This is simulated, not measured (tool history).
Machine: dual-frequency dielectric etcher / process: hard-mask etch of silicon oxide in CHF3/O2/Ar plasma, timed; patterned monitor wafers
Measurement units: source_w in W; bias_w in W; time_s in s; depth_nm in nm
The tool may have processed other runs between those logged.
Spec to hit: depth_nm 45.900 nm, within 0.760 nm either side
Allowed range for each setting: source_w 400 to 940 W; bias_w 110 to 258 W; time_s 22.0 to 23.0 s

{"run": 1, "hour": 0.0, "source_w": 670, "bias_w": 184, "time_s": 22.0, "depth_nm": 42.525}
{"run": 2, "hour": 8.3, "source_w": 670, "bias_w": 184, "time_s": 23.0, "depth_nm": 44.397}
{"run": 3, "hour": 14.6, "source_w": 670, "bias_w": 184, "time_s": 22.0, "depth_nm": 42.787}
{"run": 4, "hour": 21.8, "source_w": 700, "bias_w": 185, "time_s": 22.0, "depth_nm": 43.305}
{"run": 5, "hour": 23.5, "source_w": 700, "bias_w": 185, "time_s": 22.0, "depth_nm": 43.484}
{"run": 6, "hour": 29.3, "source_w": 720, "bias_w": 186, "time_s": 22.0, "depth_nm": 44.085}
{"run": 7, "hour": 37.0, "source_w": 720, "bias_w": 186, "time_s": 22.0, "depth_nm": 44.55}
{"run": 8, "hour": 45.8, "source_w": 730, "bias_w": 186, "time_s": 22.0, "depth_nm": 44.424}
{"run": 9, "hour": 53.1, "source_w": 740, "bias_w": 186, "time_s": 22.0, "depth_nm": 44.992}
{"run": 10, "hour": 58.8, "source_w": 750, "bias_w": 186, "time_s": 22.0, "depth_nm": 45.136}

Pick the move, out of 5, that brings all results within their allowed miss; only one does.
{"run": "A", "hour": 64.5, "source_w": 730, "bias_w": 177, "time_s": 23.0, "depth_nm": "?"}
{"run": "B", "hour": 64.5, "source_w": 730, "bias_w": 148, "time_s": 22.5, "depth_nm": "?"}
{"run": "C", "hour": 64.5, "source_w": 750, "bias_w": 156, "time_s": 22.5, "depth_nm": "?"}
{"run": "D", "hour": 64.5, "source_w": 750, "bias_w": 164, "time_s": 22.0, "depth_nm": "?"}
{"run": "E", "hour": 64.5, "source_w": 700, "bias_w": 174, "time_s": 22.5, "depth_nm": "?"}

move=A depth_nm=45.960
move=B depth_nm=43.374
move=C depth_nm=44.402
move=D depth_nm=43.850
move=E depth_nm=43.887
A: in spec on every target
B: further off than the last run
C: further off than the last run
D: further off than the last run
E: further off than the last run
A is the move that brings every result within its allowed miss.
